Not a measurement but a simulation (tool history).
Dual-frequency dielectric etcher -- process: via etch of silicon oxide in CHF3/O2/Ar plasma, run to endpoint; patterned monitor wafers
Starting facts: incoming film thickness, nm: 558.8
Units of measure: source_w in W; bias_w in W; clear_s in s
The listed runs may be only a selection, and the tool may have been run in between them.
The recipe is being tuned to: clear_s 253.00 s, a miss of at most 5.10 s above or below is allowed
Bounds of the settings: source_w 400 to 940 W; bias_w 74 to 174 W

run	hour	source_w	bias_w	clear_s
1	0.0	670	124	296.78
2	8.3	590	124	318.57
3	15.6	640	126	307.53
4	19.3	530	126	340.53
5	26.8	590	128	322.17
6	34.4	640	129	303.21
7	35.7	680	130	294.78
8	41.9	710	131	286.74
9	50.2	850	138	261.61
10	51.4	860	138	257.51

Which one of the following 5 next-run settings gets every result inside its allowed miss? There is exactly one.
A	52.6	820	144	?
B	52.6	790	149	?
C	52.6	830	138	?
D	52.6	900	141	?
E	52.6	880	114	?

move	clear_s
A	262.32
B	264.84
C	263.62
D	252.02
E	268.36
A: misses by more than the last run did
B: misses by more than the last run did
C: misses by more than the last run did
D: hits every target within its allowed miss
E: misses by more than the last run did
Move D is the one to make.
